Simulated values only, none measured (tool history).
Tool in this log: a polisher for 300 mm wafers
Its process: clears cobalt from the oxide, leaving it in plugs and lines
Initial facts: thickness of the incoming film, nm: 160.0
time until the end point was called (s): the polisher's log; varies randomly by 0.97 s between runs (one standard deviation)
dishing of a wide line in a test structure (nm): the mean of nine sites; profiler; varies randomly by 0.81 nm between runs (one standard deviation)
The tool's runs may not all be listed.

run    day  flow of slurry (ml/min)  pressure of the wafer on the pad (psi)  speed of the pad under the wafer (cm/s)  overpolish time after the end point (s)  time until the end point was called (s)  dishing of a wide line in a test structure (nm)
  1      0                      315                                     1.8                                      118                                       25                                   38.702                                           51.206
  2  0.162                      265                                     1.8                                      118                                       25                                   38.122                                           52.703
  3  0.508                      265                                     1.8                                      102                                       25                                   44.863                                           50.866
  4  0.625                      265                                     1.7                                      102                                       24                                   47.918                                           47.816
  5  0.696                      340                                     1.7                                      102                                       24                                    45.63                                           47.621
  6  0.792                      340                                     1.7                                      102                                       17                                   45.468                                           40.942
  7  0.879                      340                                     1.7                                      102                                       17                                   45.424                                           41.556

Predict the results of run 8:
  8  1.025                      340                                     1.7                                      102                                       18                                        ?                                                ?

time until the end point was called (s): 47.846
dishing of a wide line in a test structure (nm): 41.94
